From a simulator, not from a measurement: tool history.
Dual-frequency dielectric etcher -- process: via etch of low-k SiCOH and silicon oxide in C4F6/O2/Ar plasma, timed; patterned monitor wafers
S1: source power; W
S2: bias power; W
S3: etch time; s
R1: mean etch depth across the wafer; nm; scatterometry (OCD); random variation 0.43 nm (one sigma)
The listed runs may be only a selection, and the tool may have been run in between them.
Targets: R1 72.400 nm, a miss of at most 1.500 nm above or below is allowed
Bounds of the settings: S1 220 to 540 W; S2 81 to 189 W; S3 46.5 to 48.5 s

{"run": 1, "hour": 0.0, "S1": 380, "S2": 135, "S3": 46.5, "R1": 101.02}
{"run": 2, "hour": 6.5, "S1": 330, "S2": 135, "S3": 46.5, "R1": 93.728}
{"run": 3, "hour": 8.2, "S1": 380, "S2": 135, "S3": 46.5, "R1": 100.28}
{"run": 4, "hour": 10.9, "S1": 360, "S2": 127, "S3": 46.5, "R1": 95.313}
{"run": 5, "hour": 18.5, "S1": 340, "S2": 123, "S3": 46.5, "R1": 92.462}
{"run": 6, "hour": 19.2, "S1": 320, "S2": 118, "S3": 46.5, "R1": 88.606}
{"run": 7, "hour": 25.3, "S1": 310, "S2": 114, "S3": 46.5, "R1": 86.967}
{"run": 8, "hour": 30.2, "S1": 300, "S2": 110, "S3": 46.5, "R1": 84.272}
{"run": 9, "hour": 35.8, "S1": 290, "S2": 107, "S3": 46.5, "R1": 81.935}
{"run": 10, "hour": 42.8, "S1": 280, "S2": 105, "S3": 46.5, "R1": 80.081}
{"run": 11, "hour": 47.6, "S1": 270, "S2": 104, "S3": 46.5, "R1": 79.302}
{"run": 12, "hour": 52.5, "S1": 260, "S2": 103, "S3": 46.5, "R1": 76.719}
{"run": 13, "hour": 60.2, "S1": 240, "S2": 102, "S3": 46.5, "R1": 74.104}

Pick the move, out of 5, that brings all results within their allowed miss; only one does.
{"run": "A", "hour": 67.9, "S1": 270, "S2": 86, "S3": 47.0, "R1": "?"}
{"run": "B", "hour": 67.9, "S1": 220, "S2": 88, "S3": 47.0, "R1": "?"}
{"run": "C", "hour": 67.9, "S1": 240, "S2": 105, "S3": 48.0, "R1": "?"}
{"run": "D", "hour": 67.9, "S1": 230, "S2": 117, "S3": 46.5, "R1": "?"}
{"run": "E", "hour": 67.9, "S1": 220, "S2": 109, "S3": 46.5, "R1": "?"}

move=A R1=76.118
move=B R1=69.244
move=C R1=77.718
move=D R1=76.168
move=E R1=72.937
A: further off than the last run
B: the result that was furthest off in the last run now lies on the other side of its target
C: further off than the last run
D: further off than the last run
E: meets every target
So the answer is move E, the one that meets all the targets.
